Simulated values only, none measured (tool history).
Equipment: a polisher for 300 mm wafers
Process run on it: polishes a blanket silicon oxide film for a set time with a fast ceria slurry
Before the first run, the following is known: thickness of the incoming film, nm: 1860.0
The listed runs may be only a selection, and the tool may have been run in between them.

| run | hour | flow of slurry (ml/min) | pressure of the wafer on the pad (psi) | speed of the pad under the wafer (m/s) | polishing time (s) | film removed (Å) |
|---|---|---|---|---|---|---|
| 1 | 0.0 | 215 | 3.1 | 0.94 | 50 | 6546.4 |
| 2 | 2.1 | 215 | 3.0 | 0.94 | 50 | 6534.7 |
| 3 | 6.5 | 215 | 3.0 | 0.94 | 50 | 6317.8 |
| 4 | 12.1 | 215 | 3.0 | 1.10 | 50 | 7370.3 |
| 5 | 18.8 | 215 | 3.0 | 1.10 | 50 | 7223.8 |
| 6 | 24.4 | 170 | 3.0 | 1.10 | 50 | 7149.2 |

Forecast run 7:
| 7 | 31.4 | 170 | 2.1 | 1.08 | 50 | ? |

film removed (Å): 5020.9
